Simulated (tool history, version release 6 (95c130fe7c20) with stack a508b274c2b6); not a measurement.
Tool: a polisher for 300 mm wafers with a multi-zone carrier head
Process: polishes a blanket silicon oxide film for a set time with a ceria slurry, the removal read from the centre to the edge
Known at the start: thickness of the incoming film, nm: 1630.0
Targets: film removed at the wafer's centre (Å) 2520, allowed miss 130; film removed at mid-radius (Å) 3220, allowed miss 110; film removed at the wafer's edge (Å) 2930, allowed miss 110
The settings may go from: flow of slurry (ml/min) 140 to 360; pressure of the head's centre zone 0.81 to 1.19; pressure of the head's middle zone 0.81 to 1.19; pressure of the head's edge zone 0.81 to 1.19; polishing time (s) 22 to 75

run,day,flow of slurry (ml/min),pressure of the head's centre zone,pressure of the head's middle zone,pressure of the head's edge zone,polishing time (s),film removed at the wafer's centre (Å),film removed at mid-radius (Å),film removed at the wafer's edge (Å)
1,0,230,1,1,1,48,2272,2306.4,2296.8
2,0.083,235,0.98,1.05,1.04,50,2350.5,2480.6,2407
3,0.3,235,0.92,1.05,1.04,50,2221.9,2513.3,2426
4,0.525,240,0.9,1.08,1.06,52,2240.3,2670.4,2506
5,0.754,240,0.9,1.04,1.06,52,2255.5,2562.3,2567.9
6,0.958,245,0.89,1.07,1.08,54,2327.2,2691.5,2635.8
7,1.238,245,0.88,1.09,1.08,56,2347.4,2880.6,2769.8
8,1.296,250,0.89,1.11,1.08,57,2477.7,2996.3,2775
9,1.662,250,0.89,1.11,1.08,57,2454.2,3008.9,2849
10,1.733,255,0.89,1.12,1.08,57,2487.9,3080.5,2807.2
11,1.808,260,0.88,1.12,1.09,57,2467.5,3053.2,2878
12,2.088,265,0.88,1.13,1.09,57,2452.2,3113,2830.1
13,2.279,270,0.88,1.13,1.1,57,2478.7,3026.9,2799.9

4 next moves are on the table. One of them brings every result within its allowed miss. Which?
A,2.471,215,0.81,0.98,1.03,60,?,?,?
B,2.471,330,0.95,1.17,1.09,49,?,?,?
C,2.471,230,0.93,0.95,1.14,59,?,?,?
D,2.471,190,0.88,1.14,1.07,61,?,?,?

move,film removed at the wafer's centre (Å),film removed at mid-radius (Å),film removed at the wafer's edge (Å)
A,2342.1,2845.1,2890
B,2365.3,2825,2505.1
C,2671.6,2746.1,3010.2
D,2544.2,3234.6,2951.4
A: further off than the last run
B: further off than the last run
C: further off than the last run
D: meets every target
Move D is the one to make.
